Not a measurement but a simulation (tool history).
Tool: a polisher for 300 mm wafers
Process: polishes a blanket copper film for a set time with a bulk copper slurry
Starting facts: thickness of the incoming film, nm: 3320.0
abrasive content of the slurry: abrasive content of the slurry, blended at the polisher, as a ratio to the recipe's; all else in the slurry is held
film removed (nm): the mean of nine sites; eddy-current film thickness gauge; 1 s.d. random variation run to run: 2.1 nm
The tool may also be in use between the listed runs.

run  hour  flow of slurry (ml/min)  pressure of the wafer on the pad (psi)  speed of the pad under the wafer (m/s)  abrasive content of the slurry  polishing time (s)  film removed (nm)
  1     0                      165                                     2.9                                    0.94                               1                  25             229.57
  2   8.3                      175                                     3.1                                    0.94                               1                  25             244.38
  3    16                      175                                     2.7                                    0.94                               1                  25             221.19
  4  20.1                      185                                     2.9                                    0.94                               1                  25             233.45
  5  28.1                      185                                     2.9                                    0.94                               1                  25             233.43
  6  36.8                      190                                     3.1                                    0.94                               1                  25              245.6
  7  37.8                      190                                     3.3                                    0.94                               1                  25             261.54

Run 8, settings as shown, results not yet in. Your forecast:
  8  40.4                      195                                     3.4                                    0.94                               1                  25                  ?

Logged for run 8: film removed (nm) 264.5.
